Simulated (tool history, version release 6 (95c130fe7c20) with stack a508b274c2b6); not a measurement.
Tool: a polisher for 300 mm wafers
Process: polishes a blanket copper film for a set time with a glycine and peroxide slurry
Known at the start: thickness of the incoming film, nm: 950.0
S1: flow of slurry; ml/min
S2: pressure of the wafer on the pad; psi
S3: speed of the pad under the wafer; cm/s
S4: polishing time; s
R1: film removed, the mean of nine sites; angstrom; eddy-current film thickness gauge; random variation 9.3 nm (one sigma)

Run 1, hour 0: S1 290 ml/min, S2 2 psi, S3 120 cm/s, S4 101 s. Result: R1 4747.1 angstrom.
Run 2, hour 0.6: S1 290 ml/min, S2 2.1 psi, S3 120 cm/s, S4 101 s. Result: R1 5008.8 angstrom.
Run 3, hour 5.6: S1 290 ml/min, S2 2.2 psi, S3 120 cm/s, S4 101 s. Result: R1 5086.9 angstrom.
Run 4, hour 8: S1 290 ml/min, S2 2.2 psi, S3 120 cm/s, S4 101 s. Result: R1 5197.9 angstrom.
Run 5, hour 10.6: S1 290 ml/min, S2 2.3 psi, S3 120 cm/s, S4 101 s. Result: R1 5387.7 angstrom.
Run 6, hour 14.7: S1 290 ml/min, S2 2.3 psi, S3 120 cm/s, S4 101 s. Result: R1 5371.1 angstrom.
Run 7, hour 17.4: S1 290 ml/min, S2 2.4 psi, S3 120 cm/s, S4 101 s. Result: R1 5646.4 angstrom.

The next listed run, before its measurement:
Run 8, hour 25.5: S1 290 ml/min, S2 2.5 psi, S3 120 cm/s, S4 101 s. Result: R1 ?.

Run 8 gave R1 5664.8 angstrom.

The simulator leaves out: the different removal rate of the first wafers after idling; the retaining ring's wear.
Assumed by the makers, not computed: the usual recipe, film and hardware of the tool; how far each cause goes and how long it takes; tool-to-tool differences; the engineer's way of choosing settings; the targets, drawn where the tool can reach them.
